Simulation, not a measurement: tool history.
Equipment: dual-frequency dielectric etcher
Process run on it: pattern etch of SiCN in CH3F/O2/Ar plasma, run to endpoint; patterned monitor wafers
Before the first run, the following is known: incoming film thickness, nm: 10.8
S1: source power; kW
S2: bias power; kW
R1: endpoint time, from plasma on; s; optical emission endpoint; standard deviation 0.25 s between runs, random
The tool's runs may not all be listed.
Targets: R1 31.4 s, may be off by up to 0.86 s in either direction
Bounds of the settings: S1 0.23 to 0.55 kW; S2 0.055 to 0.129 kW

| run | day | S1 | S2 | R1 |
|---|---|---|---|---|
| 1 | 0 | 0.39 | 0.092 | 25.313 |
| 2 | 0.075 | 0.36 | 0.087 | 26.363 |
| 3 | 0.442 | 0.33 | 0.082 | 27.506 |
| 4 | 0.617 | 0.33 | 0.076 | 28.44 |
| 5 | 0.875 | 0.39 | 0.076 | 26.755 |
| 6 | 1.079 | 0.36 | 0.073 | 27.931 |
| 7 | 1.379 | 0.34 | 0.071 | 29.081 |
| 8 | 1.629 | 0.33 | 0.07 | 29.228 |
| 9 | 1.954 | 0.32 | 0.069 | 29.039 |
| 10 | 2.196 | 0.31 | 0.067 | 29.707 |

Pick the move, out of 5, that brings all results within their allowed miss; only one does.
| A | 2.438 | 0.31 | 0.055 | ? |
| B | 2.438 | 0.34 | 0.084 | ? |
| C | 2.438 | 0.37 | 0.077 | ? |
| D | 2.438 | 0.27 | 0.055 | ? |
| E | 2.438 | 0.36 | 0.08 | ? |

| move | R1 |
|---|---|
| A | 31.991 |
| B | 27.354 |
| C | 27.45 |
| D | 33.257 |
| E | 27.335 |
A: every result within its allowed miss
B: misses by more than the last run did
C: misses by more than the last run did
D: moves the result that the last run missed by most past its target, out the other side
E: misses by more than the last run did
Answer: A

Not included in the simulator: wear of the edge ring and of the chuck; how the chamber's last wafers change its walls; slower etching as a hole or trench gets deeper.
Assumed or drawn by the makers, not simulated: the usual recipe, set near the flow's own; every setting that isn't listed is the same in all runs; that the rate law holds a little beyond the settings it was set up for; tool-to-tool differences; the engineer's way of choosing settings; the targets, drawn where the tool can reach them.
